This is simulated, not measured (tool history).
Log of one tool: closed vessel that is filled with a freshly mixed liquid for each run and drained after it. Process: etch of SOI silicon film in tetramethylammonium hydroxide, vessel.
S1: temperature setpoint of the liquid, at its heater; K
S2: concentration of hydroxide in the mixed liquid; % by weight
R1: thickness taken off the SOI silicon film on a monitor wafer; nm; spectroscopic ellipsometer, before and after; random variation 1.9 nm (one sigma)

run 1 day=0.000 | S1=337.15 S2=8.5 time_in_the_liquid_(s)=35 | R1=176.55
run 2 day=0.233 | S1=338.15 S2=8.5 time_in_the_liquid_(s)=35 | R1=185.35
run 3 day=0.558 | S1=338.15 S2=7.5 time_in_the_liquid_(s)=35 | R1=192.78
run 4 day=0.658 | S1=335.65 S2=7.5 time_in_the_liquid_(s)=35 | R1=166.21
run 5 day=0.938 | S1=335.65 S2=7.5 time_in_the_liquid_(s)=35 | R1=166.83
run 6 day=1.246 | S1=336.65 S2=7.5 time_in_the_liquid_(s)=35 | R1=177.12
run 7 day=1.467 | S1=337.65 S2=7.5 time_in_the_liquid_(s)=35 | R1=186.90

Forecast run 8:
run 8 day=1.658 | S1=340.65 S2=7.5 time_in_the_liquid_(s)=35 | R1=?

Run 8 gave R1 223.45 nm.

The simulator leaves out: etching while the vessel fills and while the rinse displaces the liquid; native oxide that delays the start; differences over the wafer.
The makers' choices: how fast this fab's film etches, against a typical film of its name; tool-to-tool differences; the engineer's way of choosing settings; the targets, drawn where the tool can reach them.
